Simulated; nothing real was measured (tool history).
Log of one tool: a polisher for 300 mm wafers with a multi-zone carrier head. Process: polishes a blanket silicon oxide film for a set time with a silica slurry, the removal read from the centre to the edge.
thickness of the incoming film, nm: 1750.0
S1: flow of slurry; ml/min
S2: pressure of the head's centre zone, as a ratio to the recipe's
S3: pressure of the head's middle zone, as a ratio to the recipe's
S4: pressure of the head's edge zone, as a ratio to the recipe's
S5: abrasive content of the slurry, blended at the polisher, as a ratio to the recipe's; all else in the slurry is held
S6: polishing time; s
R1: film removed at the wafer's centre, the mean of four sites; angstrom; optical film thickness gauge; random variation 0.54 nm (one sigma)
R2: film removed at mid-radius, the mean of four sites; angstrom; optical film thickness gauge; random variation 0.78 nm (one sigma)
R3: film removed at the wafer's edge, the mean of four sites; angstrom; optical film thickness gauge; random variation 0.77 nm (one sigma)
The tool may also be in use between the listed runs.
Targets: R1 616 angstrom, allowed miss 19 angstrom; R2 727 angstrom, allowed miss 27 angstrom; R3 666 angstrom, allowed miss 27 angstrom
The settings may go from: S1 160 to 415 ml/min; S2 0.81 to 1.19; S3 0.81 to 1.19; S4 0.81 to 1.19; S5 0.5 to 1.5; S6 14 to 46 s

run 1 hour=0 | S1=265 S2=1 S3=1 S4=1 S5=1 S6=30 | R1=1239.2 R2=1274.4 R3=1254.6
run 2 hour=6.9 | S1=260 S2=0.97 S3=1 S4=0.97 S5=0.9 S6=28 | R1=1085.7 R2=1160.4 R3=1105.6
run 3 hour=14.7 | S1=260 S2=1.02 S3=1 S4=0.97 S5=0.9 S6=28 | R1=1130.9 R2=1134.2 R3=1110.5
run 4 hour=20.6 | S1=260 S2=1.02 S3=1 S4=0.91 S5=0.9 S6=28 | R1=1134.1 R2=1152.5 R3=1080.8
run 5 hour=24 | S1=260 S2=1.02 S3=1 S4=0.91 S5=1 S6=28 | R1=1186.7 R2=1202.8 R3=1117.3
run 6 hour=31.7 | S1=320 S2=1.02 S3=1 S4=0.91 S5=1 S6=28 | R1=1210.7 R2=1193.7 R3=1143.9
run 7 hour=35 | S1=310 S2=0.98 S3=0.99 S4=0.89 S5=0.9 S6=26 | R1=1044.4 R2=1081 R3=983.52
run 8 hour=42.4 | S1=305 S2=0.94 S3=0.97 S4=0.91 S5=0.8 S6=25 | R1=922.45 R2=958.98 R3=917.2
run 9 hour=43.9 | S1=295 S2=0.91 S3=0.97 S4=0.9 S5=0.75 S6=24 | R1=830.24 R2=918.14 R3=852.41
run 10 hour=46.6 | S1=290 S2=0.89 S3=0.96 S4=0.89 S5=0.7 S6=24 | R1=796.01 R2=867.38 R3=839.37
run 11 hour=54.7 | S1=295 S2=0.88 S3=0.97 S4=0.88 S5=0.65 S6=23 | R1=748.96 R2=816.13 R3=770.52
run 12 hour=59.4 | S1=285 S2=0.86 S3=0.98 S4=0.88 S5=0.6 S6=23 | R1=700.81 R2=803.84 R3=738.06

Which of these 5 next moves meets every target?
run A hour=64.1 | S1=290 S2=0.91 S3=0.99 S4=0.86 S5=0.5 S6=22 | R1=? R2=? R3=?
run B hour=64.1 | S1=355 S2=1.1 S3=1.09 S4=0.82 S5=0.55 S6=21 | R1=? R2=? R3=?
run C hour=64.1 | S1=275 S2=0.91 S3=1 S4=0.84 S5=0.5 S6=21 | R1=? R2=? R3=?
run D hour=64.1 | S1=235 S2=0.84 S3=1 S4=0.86 S5=0.6 S6=21 | R1=? R2=? R3=?
run E hour=64.1 | S1=415 S2=0.93 S3=1.08 S4=0.81 S5=0.9 S6=19 | R1=? R2=? R3=?

move=A R1=655.67 R2=725.07 R3=658.03
move=B R1=773.18 R2=767.49 R3=644.17
move=C R1=623.44 R2=693.48 R3=619.81
move=D R1=619.44 R2=736.89 R3=667.12
move=E R1=741.94 R2=843.66 R3=706.02
A: nearer than the last run, and not there yet
B: further off than the last run
C: brings the result that was furthest off to its target, and leaves another outside
D: meets every target
E: further off than the last run
Answer: D
